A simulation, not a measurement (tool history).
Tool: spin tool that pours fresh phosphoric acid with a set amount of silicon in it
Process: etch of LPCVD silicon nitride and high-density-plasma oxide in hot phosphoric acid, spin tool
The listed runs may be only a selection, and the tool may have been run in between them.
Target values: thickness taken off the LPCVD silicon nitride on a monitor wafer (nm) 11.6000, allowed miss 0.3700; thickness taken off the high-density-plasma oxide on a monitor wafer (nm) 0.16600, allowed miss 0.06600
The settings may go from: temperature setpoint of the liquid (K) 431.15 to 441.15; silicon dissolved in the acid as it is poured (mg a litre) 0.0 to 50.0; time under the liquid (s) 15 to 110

run	hour	temperature setpoint of the liquid (K)	silicon dissolved in the acid as it is poured (mg a litre)	time under the liquid (s)	thickness taken off the LPCVD silicon nitride on a monitor wafer (nm)	thickness taken off the high-density-plasma oxide on a monitor wafer (nm)
1	0.0	436.15	23.0	55	5.4943	0.19423
2	7.5	436.65	31.0	65	6.5479	0.16083
3	10.4	436.65	25.5	65	6.6475	0.22576
4	13.2	436.65	25.5	50	5.1035	0.18314
5	14.9	437.15	31.0	65	6.7886	0.19324
6	22.4	437.65	36.5	75	7.9626	0.19834
7	24.6	437.65	36.5	75	8.0381	0.21375
8	28.7	437.15	40.5	80	8.3052	0.12595
9	33.1	439.65	47.5	95	10.7990	0.15847

5 next moves are on the table. One of them brings every result within its allowed miss. Which?
A	37.5	439.65	43.0	90	?	?
B	37.5	439.65	42.5	85	?	?
C	37.5	440.65	48.5	100	?	?
D	37.5	440.15	38.5	95	?	?
E	37.5	439.15	37.0	90	?	?

move	thickness taken off the LPCVD silicon nitride on a monitor wafer (nm)	thickness taken off the high-density-plasma oxide on a monitor wafer (nm)
A	10.1770	0.16115
B	9.6118	0.15854
C	11.6820	0.16753
D	10.9190	0.24244
E	10.0130	0.23318
A: lands further from the targets than the last run did
B: lands further from the targets than the last run did
C: all results in spec
D: gains on the last run, yet a result remains outside its allowed miss
E: lands further from the targets than the last run did
Go with C: it meets all targets.

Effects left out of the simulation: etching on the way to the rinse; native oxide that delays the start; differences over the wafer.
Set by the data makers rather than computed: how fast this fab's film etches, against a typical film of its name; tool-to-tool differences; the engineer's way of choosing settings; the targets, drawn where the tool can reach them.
